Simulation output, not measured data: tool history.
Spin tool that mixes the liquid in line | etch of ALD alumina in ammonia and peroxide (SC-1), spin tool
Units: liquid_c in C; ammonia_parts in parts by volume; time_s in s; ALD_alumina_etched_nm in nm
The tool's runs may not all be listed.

{"run": 1, "hour": 0.0, "liquid_c": 49.0, "ammonia_parts": 0.85, "time_s": 325, "ALD_alumina_etched_nm": 20.706}
{"run": 2, "hour": 2.2, "liquid_c": 49.0, "ammonia_parts": 0.85, "time_s": 325, "ALD_alumina_etched_nm": 20.44}
{"run": 3, "hour": 8.2, "liquid_c": 52.5, "ammonia_parts": 0.85, "time_s": 325, "ALD_alumina_etched_nm": 24.913}
{"run": 4, "hour": 14.1, "liquid_c": 50.0, "ammonia_parts": 0.85, "time_s": 325, "ALD_alumina_etched_nm": 21.726}
{"run": 5, "hour": 19.3, "liquid_c": 50.0, "ammonia_parts": 0.85, "time_s": 325, "ALD_alumina_etched_nm": 21.856}
{"run": 6, "hour": 27.2, "liquid_c": 50.0, "ammonia_parts": 1.15, "time_s": 325, "ALD_alumina_etched_nm": 22.236}
{"run": 7, "hour": 36.1, "liquid_c": 48.0, "ammonia_parts": 1.15, "time_s": 325, "ALD_alumina_etched_nm": 19.657}

The next listed run, before its measurement:
{"run": 8, "hour": 41.2, "liquid_c": 46.5, "ammonia_parts": 1.15, "time_s": 325, "ALD_alumina_etched_nm": "?"}

Run 8 gave ALD_alumina_etched_nm 18.546 nm.

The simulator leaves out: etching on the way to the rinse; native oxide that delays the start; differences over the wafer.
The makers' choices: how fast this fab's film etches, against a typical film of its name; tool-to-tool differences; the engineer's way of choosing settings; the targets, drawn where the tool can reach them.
